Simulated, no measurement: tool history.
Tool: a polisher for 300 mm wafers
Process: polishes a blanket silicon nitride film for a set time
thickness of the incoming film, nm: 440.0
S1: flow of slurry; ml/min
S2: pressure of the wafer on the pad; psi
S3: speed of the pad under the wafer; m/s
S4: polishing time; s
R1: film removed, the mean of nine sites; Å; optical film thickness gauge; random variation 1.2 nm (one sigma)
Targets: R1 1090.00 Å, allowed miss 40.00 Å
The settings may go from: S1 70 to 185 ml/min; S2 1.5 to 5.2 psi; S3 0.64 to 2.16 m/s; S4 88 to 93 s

run,hour,S1,S2,S3,S4,R1
1,0.0,120,3.3,1.40,88,2150.20
2,3.1,120,2.6,1.40,88,1721.20
3,8.4,115,2.3,1.36,88,1493.40
4,16.1,110,2.1,1.36,88,1337.70
5,23.9,110,2.1,1.36,88,1324.90
6,29.7,100,2.0,1.36,88,1238.50
7,36.8,95,2.0,1.36,88,1233.50
8,38.1,90,1.6,1.36,88,967.40
9,41.9,95,1.6,1.36,88,996.68
10,43.1,100,1.6,1.36,88,1018.30
11,50.1,105,1.6,1.36,88,1022.10
12,56.3,110,1.6,1.36,88,1040.60
13,61.8,115,1.6,1.36,88,1048.30

4 next moves are on the table. One of them brings every result within its allowed miss. Which?
A,67.3,90,1.9,1.10,88,?
B,67.3,90,2.2,1.06,88,?
C,67.3,100,1.7,1.20,91,?
D,67.3,105,1.5,1.38,88,?

move,R1
A,981.61
B,1096.70
C,1009.20
D,980.84
A: further off than the last run
B: meets every target
C: further off than the last run
D: further off than the last run
Answer: B
